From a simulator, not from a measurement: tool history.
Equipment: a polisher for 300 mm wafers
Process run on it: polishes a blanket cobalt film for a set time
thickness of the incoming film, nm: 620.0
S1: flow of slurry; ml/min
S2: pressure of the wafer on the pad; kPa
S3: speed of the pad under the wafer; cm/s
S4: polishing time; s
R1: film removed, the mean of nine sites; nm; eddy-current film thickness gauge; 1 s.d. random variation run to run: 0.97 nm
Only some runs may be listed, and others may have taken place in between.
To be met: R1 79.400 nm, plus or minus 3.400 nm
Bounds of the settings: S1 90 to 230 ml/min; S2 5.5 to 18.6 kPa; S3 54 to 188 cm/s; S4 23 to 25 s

Run 1, hour 0.0: S1 150 ml/min, S2 11.7 kPa, S3 120 cm/s, S4 25 s. Result: R1 117.910 nm.
Run 2, hour 3.2: S1 130 ml/min, S2 11.7 kPa, S3 120 cm/s, S4 25 s. Result: R1 113.350 nm.
Run 3, hour 10.0: S1 130 ml/min, S2 11.7 kPa, S3 134 cm/s, S4 25 s. Result: R1 128.090 nm.
Run 4, hour 15.4: S1 160 ml/min, S2 11.7 kPa, S3 134 cm/s, S4 25 s. Result: R1 130.520 nm.
Run 5, hour 18.0: S1 160 ml/min, S2 11.7 kPa, S3 134 cm/s, S4 25 s. Result: R1 129.980 nm.
Run 6, hour 24.1: S1 160 ml/min, S2 10.3 kPa, S3 134 cm/s, S4 25 s. Result: R1 117.770 nm.
Run 7, hour 25.4: S1 160 ml/min, S2 9.7 kPa, S3 134 cm/s, S4 25 s. Result: R1 110.210 nm.
Run 8, hour 31.8: S1 160 ml/min, S2 9.0 kPa, S3 134 cm/s, S4 25 s. Result: R1 103.520 nm.
Run 9, hour 37.8: S1 160 ml/min, S2 8.3 kPa, S3 134 cm/s, S4 25 s. Result: R1 95.124 nm.
Run 10, hour 45.0: S1 150 ml/min, S2 6.2 kPa, S3 132 cm/s, S4 25 s. Result: R1 74.576 nm.

5 next moves are on the table. One of them brings every result within its allowed miss. Which?
Run A, hour 52.2: S1 130 ml/min, S2 6.9 kPa, S3 112 cm/s, S4 25 s. Result: R1 ?.
Run B, hour 52.2: S1 145 ml/min, S2 6.2 kPa, S3 140 cm/s, S4 23 s. Result: R1 ?.
Run C, hour 52.2: S1 200 ml/min, S2 6.2 kPa, S3 150 cm/s, S4 23 s. Result: R1 ?.
Run D, hour 52.2: S1 115 ml/min, S2 5.5 kPa, S3 154 cm/s, S4 24 s. Result: R1 ?.
Run E, hour 52.2: S1 180 ml/min, S2 6.9 kPa, S3 124 cm/s, S4 23 s. Result: R1 ?.

move      R1
   A  68.079
   B  70.723
   C  78.601
   D  70.041
   E  71.755
A: its largest miss is bigger than the last run's
B: its largest miss is bigger than the last run's
C: each result inside its tolerance
D: its largest miss is bigger than the last run's
E: its largest miss is bigger than the last run's
The move that meets every target is C.
